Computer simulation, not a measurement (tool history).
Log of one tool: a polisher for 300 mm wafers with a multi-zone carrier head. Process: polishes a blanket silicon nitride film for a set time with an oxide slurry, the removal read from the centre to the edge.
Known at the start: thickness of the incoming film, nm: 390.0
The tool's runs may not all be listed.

| run | hour | flow of slurry (ml/min) | pressure of the head's centre zone | pressure of the head's middle zone | pressure of the head's edge zone | abrasive content of the slurry | polishing time (s) | film removed at the wafer's centre (nm) | film removed at mid-radius (nm) | film removed at the wafer's edge (nm) |
|---|---|---|---|---|---|---|---|---|---|---|
| 1 | 0.0 | 255 | 1.00 | 1.00 | 1.00 | 1.00 | 86 | 39.075 | 39.781 | 38.451 |
| 2 | 5.9 | 300 | 1.00 | 1.00 | 1.00 | 1.00 | 86 | 39.341 | 40.163 | 39.876 |
| 3 | 14.4 | 300 | 1.01 | 0.98 | 1.00 | 0.95 | 86 | 38.690 | 38.198 | 38.288 |
| 4 | 18.2 | 300 | 1.02 | 0.96 | 1.01 | 0.90 | 86 | 38.364 | 36.798 | 37.392 |
| 5 | 25.7 | 305 | 1.03 | 0.94 | 1.02 | 0.85 | 86 | 37.273 | 35.411 | 36.579 |
| 6 | 31.6 | 305 | 1.03 | 0.94 | 1.07 | 0.85 | 86 | 37.559 | 34.988 | 36.913 |
|  | 37.1 | worn pad replaced by a new one |
| 7 | 37.1 | 305 | 1.04 | 0.92 | 1.08 | 0.85 | 86 | 43.477 | 39.151 | 43.223 |
| 8 | 41.3 | 305 | 1.04 | 0.92 | 1.08 | 0.85 | 86 | 43.133 | 39.637 | 42.396 |

Run 9 comes next. What will it give?
| 9 | 49.4 | 235 | 1.13 | 0.82 | 1.10 | 0.60 | 80 | ? | ? | ? |

{"run 9": {"film removed at the wafer's centre (nm)": 34.844, "film removed at mid-radius (nm)": 27.233, "film removed at the wafer's edge (nm)": 31.676}}
